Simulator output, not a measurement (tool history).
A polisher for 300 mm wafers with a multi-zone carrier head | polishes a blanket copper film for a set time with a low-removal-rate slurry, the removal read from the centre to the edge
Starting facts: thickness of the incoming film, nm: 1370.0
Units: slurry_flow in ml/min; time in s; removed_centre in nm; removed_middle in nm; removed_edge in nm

| run | hour | slurry_flow | centre_zone | middle_zone | edge_zone | slurry_solids | time | removed_centre | removed_middle | removed_edge |
|---|---|---|---|---|---|---|---|---|---|---|
| 1 | 0 | 205 | 1 | 1 | 1 | 1 | 54 | 156.81 | 157.19 | 155.52 |
| 2 | 8.7 | 205 | 1.01 | 1 | 0.98 | 0.95 | 53 | 154.43 | 152.36 | 150.47 |
| 3 | 14.5 | 205 | 1.02 | 1.01 | 0.96 | 0.9 | 52 | 148.04 | 150.27 | 145.31 |
| 4 | 17.4 | 210 | 1.04 | 1.01 | 0.94 | 0.85 | 51 | 147.73 | 142.62 | 140.73 |
| 5 | 24.5 | 210 | 1.04 | 1.07 | 0.94 | 0.85 | 51 | 149.79 | 150.45 | 141.1 |
| 6 | 29.2 | 210 | 1.05 | 1.08 | 0.92 | 0.8 | 50 | 145.06 | 146.05 | 133.23 |
| 7 | 35.5 | 205 | 1.06 | 1.08 | 0.9 | 0.8 | 50 | 143.91 | 145.18 | 131.84 |
| 8 | 42.3 | 200 | 1.07 | 1.08 | 0.89 | 0.8 | 50 | 142.37 | 144.96 | 131.07 |
| 9 | 50.1 | 200 | 1.08 | 1.08 | 0.88 | 0.75 | 50 | 142.4 | 142.64 | 128.67 |
| 10 | 52.2 | 165 | 1.13 | 1.07 | 0.81 | 0.6 | 50 | 135.2 | 131.3 | 115.41 |

What will run 11 give?
| 11 | 55.9 | 170 | 1.13 | 1.07 | 0.81 | 0.6 | 50 | ? | ? | ? |

removed_centre: 134.3 nm
removed_middle: 131.91 nm
removed_edge: 114.91 nm
